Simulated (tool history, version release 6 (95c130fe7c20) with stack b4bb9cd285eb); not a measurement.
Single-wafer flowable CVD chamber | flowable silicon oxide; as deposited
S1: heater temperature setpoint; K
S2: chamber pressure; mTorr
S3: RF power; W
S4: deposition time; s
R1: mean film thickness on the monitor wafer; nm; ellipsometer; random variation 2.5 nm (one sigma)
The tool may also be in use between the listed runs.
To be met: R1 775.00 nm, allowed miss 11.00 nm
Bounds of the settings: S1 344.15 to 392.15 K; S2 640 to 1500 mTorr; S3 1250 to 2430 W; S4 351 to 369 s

run  hour      S1    S2    S3   S4      R1
  1   0.0  368.15  1070  1840  369  374.15
  2   7.0  366.15  1070  1840  369  399.09
  3   9.6  366.15   940  1840  369  352.11
  4  15.2  364.15   950  1840  369  381.61
  5  20.0  364.15   950  2100  369  389.16
  6  28.9  364.15   950  1865  369  384.39
  7  36.0  362.15   950  1865  369  406.10
  8  39.0  360.15   960  1865  369  435.60
  9  42.7  358.15   970  1865  369  465.69
 10  49.9  357.15   980  1865  369  488.08
 11  50.7  356.15   990  1865  369  509.23
 12  53.6  355.15   990  1865  369  526.34
 13  58.9  354.15   990  1865  369  540.80
 14  62.1  353.15  1000  1865  369  564.87
 15  63.3  344.15  1020  1865  369  722.46
 16  71.1  344.15  1030  1865  369  728.00
 17  72.6  344.15  1040  1865  369  736.14
 18  73.2  344.15  1050  1865  369  740.55
 19  80.1  344.15  1060  1865  369  745.96
 20  83.1  344.15  1070  1865  369  757.09

Which of these 4 next moves meets every target?
  A  86.1  346.15  1170  1720  357   ?
  B  86.1  349.15  1220  1715  352   ?
  C  86.1  345.15  1130  1910  364   ?
  D  86.1  347.15  1120  1960  369   ?

move      R1
   A  745.84
   B  713.37
   C  769.18
   D  742.00
A: further off than the last run
B: further off than the last run
C: meets every target
D: further off than the last run
Move C is the one to make.
